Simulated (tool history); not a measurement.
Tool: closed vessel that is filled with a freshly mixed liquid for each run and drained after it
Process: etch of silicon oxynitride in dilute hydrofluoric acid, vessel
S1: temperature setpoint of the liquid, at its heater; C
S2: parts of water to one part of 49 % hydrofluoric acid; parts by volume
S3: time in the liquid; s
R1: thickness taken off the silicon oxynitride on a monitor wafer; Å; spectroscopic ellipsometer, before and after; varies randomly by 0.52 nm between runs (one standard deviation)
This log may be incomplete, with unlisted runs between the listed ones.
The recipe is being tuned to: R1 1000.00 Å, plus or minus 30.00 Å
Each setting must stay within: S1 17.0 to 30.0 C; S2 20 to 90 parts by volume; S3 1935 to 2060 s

Run 1, hour 0.0: S1 22.0 C, S2 50 parts by volume, S3 1935 s. Result: R1 642.15 Å.
Run 2, hour 2.3: S1 22.0 C, S2 65 parts by volume, S3 1935 s. Result: R1 485.99 Å.
Run 3, hour 5.6: S1 24.5 C, S2 60 parts by volume, S3 1935 s. Result: R1 596.46 Å.
Run 4, hour 12.1: S1 22.5 C, S2 60 parts by volume, S3 1935 s. Result: R1 545.01 Å.
Run 5, hour 18.8: S1 24.5 C, S2 55 parts by volume, S3 1935 s. Result: R1 650.12 Å.
Run 6, hour 21.4: S1 24.5 C, S2 55 parts by volume, S3 2060 s. Result: R1 698.88 Å.
Run 7, hour 28.8: S1 28.5 C, S2 50 parts by volume, S3 2060 s. Result: R1 926.76 Å.
Run 8, hour 34.3: S1 29.0 C, S2 50 parts by volume, S3 2060 s. Result: R1 953.83 Å.

Of the 4 settings listed for the next run, only one would bring every result within its allowed miss of target. Which one?
Run A, hour 39.8: S1 26.5 C, S2 45 parts by volume, S3 2060 s. Result: R1 ?.
Run B, hour 39.8: S1 27.0 C, S2 45 parts by volume, S3 1945 s. Result: R1 ?.
Run C, hour 39.8: S1 29.0 C, S2 45 parts by volume, S3 1935 s. Result: R1 ?.
Run D, hour 39.8: S1 30.0 C, S2 50 parts by volume, S3 1955 s. Result: R1 ?.

move       R1
   A   949.88
   B   918.61
   C  1004.90
   D   952.83
A: the biggest miss grows against the last run
B: the biggest miss grows against the last run
C: all results land within tolerance of their targets
D: about as far from the targets as the last run
The move that meets every target is C.
